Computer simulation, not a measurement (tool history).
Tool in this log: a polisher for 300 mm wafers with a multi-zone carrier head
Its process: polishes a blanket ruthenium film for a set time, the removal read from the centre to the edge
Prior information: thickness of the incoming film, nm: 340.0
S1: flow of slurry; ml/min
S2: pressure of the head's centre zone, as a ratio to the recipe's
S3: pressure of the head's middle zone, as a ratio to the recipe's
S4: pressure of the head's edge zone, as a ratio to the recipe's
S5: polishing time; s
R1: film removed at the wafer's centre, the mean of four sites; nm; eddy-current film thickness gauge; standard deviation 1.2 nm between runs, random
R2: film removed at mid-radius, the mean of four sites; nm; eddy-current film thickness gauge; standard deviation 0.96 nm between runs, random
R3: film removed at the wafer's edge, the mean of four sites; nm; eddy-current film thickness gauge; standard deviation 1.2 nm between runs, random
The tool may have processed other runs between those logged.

run 1 hour=0.0 | S1=300 S2=1.00 S3=1.00 S4=1.00 S5=60 | R1=86.054 R2=88.155 R3=86.668
run 2 hour=6.9 | S1=300 S2=1.00 S3=1.06 S4=1.00 S5=60 | R1=86.709 R2=92.466 R3=87.699
run 3 hour=15.8 | S1=300 S2=1.00 S3=0.99 S4=1.00 S5=60 | R1=86.163 R2=87.495 R3=86.189
run 4 hour=23.2 | S1=300 S2=1.00 S3=0.90 S4=1.00 S5=60 | R1=88.033 R2=80.071 R3=88.185
run 5 hour=25.7 | S1=300 S2=1.00 S3=0.86 S4=1.00 S5=60 | R1=86.960 R2=77.583 R3=87.757
run 6 hour=26.9 | S1=300 S2=1.08 S3=0.86 S4=1.00 S5=60 | R1=94.238 R2=78.354 R3=86.929
run 7 hour=35.9 | S1=300 S2=1.07 S3=0.88 S4=1.03 S5=62 | R1=96.559 R2=81.736 R3=90.715
run 8 hour=38.0 | S1=300 S2=1.05 S3=0.89 S4=1.05 S5=64 | R1=95.971 R2=85.922 R3=95.565

Run 9 has not been measured yet. What should we expect?
run 9 hour=46.3 | S1=305 S2=1.06 S3=0.90 S4=1.07 S5=65 | R1=? R2=? R3=?

Run 9 produced R1 100.040 nm, R2 88.114 nm, R3 97.815 nm.

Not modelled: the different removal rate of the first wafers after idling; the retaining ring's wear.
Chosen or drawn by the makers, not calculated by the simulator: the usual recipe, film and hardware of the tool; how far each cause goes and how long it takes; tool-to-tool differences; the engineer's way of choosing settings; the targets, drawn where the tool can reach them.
